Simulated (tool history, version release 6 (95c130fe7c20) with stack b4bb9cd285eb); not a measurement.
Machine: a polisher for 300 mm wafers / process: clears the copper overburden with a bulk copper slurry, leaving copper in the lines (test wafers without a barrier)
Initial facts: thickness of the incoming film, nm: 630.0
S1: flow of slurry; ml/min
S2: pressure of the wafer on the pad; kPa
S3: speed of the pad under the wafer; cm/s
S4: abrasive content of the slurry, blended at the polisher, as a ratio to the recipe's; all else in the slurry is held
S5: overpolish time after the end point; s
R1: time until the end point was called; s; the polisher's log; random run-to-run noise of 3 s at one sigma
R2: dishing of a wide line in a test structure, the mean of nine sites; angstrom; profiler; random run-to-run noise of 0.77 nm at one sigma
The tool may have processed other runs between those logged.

run 1 day=0 | S1=280 S2=14.5 S3=92 S4=1 S5=13 | R1=87.989 R2=454.89
run 2 day=0.104 | S1=280 S2=14.5 S3=92 S4=1 S5=10 | R1=89.476 R2=379.13
run 3 day=0.342 | S1=280 S2=13.1 S3=90 S4=1 S5=11 | R1=102.75 R2=395.25
run 4 day=0.492 | S1=280 S2=12.4 S3=90 S4=1 S5=11 | R1=107.55 R2=367.43
run 5 day=0.625 | S1=280 S2=11.7 S3=90 S4=1 S5=11 | R1=111.13 R2=365.84
run 6 day=0.742 | S1=280 S2=11 S3=88 S4=1 S5=11 | R1=124.96 R2=318.47

What will run 7 give?
run 7 day=1.033 | S1=280 S2=10.3 S3=88 S4=1 S5=12 | R1=? R2=?

{"run 7": {"R1": 130.32, "R2": 340.16}}
